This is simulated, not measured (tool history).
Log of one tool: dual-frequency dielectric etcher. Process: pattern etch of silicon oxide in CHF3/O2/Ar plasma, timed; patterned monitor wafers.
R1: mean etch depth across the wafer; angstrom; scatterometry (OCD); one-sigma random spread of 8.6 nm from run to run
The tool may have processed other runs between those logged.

run 1 hour=0.0 | source_power_(kW)=0.490 bias_power_(kW)=0.134 etch_time_(s)=853.0 | R1=14019
run 2 hour=5.3 | source_power_(kW)=0.490 bias_power_(kW)=0.120 etch_time_(s)=853.0 | R1=13375
run 3 hour=9.8 | source_power_(kW)=0.580 bias_power_(kW)=0.120 etch_time_(s)=853.0 | R1=14621
run 4 hour=13.9 | source_power_(kW)=0.580 bias_power_(kW)=0.120 etch_time_(s)=853.0 | R1=14795
run 5 hour=15.9 | source_power_(kW)=0.580 bias_power_(kW)=0.120 etch_time_(s)=888.5 | R1=15286
run 6 hour=22.2 | source_power_(kW)=0.590 bias_power_(kW)=0.121 etch_time_(s)=888.5 | R1=15229
run 7 hour=30.5 | source_power_(kW)=0.600 bias_power_(kW)=0.123 etch_time_(s)=888.5 | R1=15555
run 8 hour=31.7 | source_power_(kW)=0.610 bias_power_(kW)=0.124 etch_time_(s)=888.5 | R1=15675
run 9 hour=38.8 | source_power_(kW)=0.620 bias_power_(kW)=0.125 etch_time_(s)=888.5 | R1=15869
run 10 hour=44.3 | source_power_(kW)=0.630 bias_power_(kW)=0.126 etch_time_(s)=888.5 | R1=16109

Predict the results of run 11:
run 11 hour=46.9 | source_power_(kW)=0.640 bias_power_(kW)=0.126 etch_time_(s)=888.5 | R1=?

{"run 11": {"R1": 16269}}
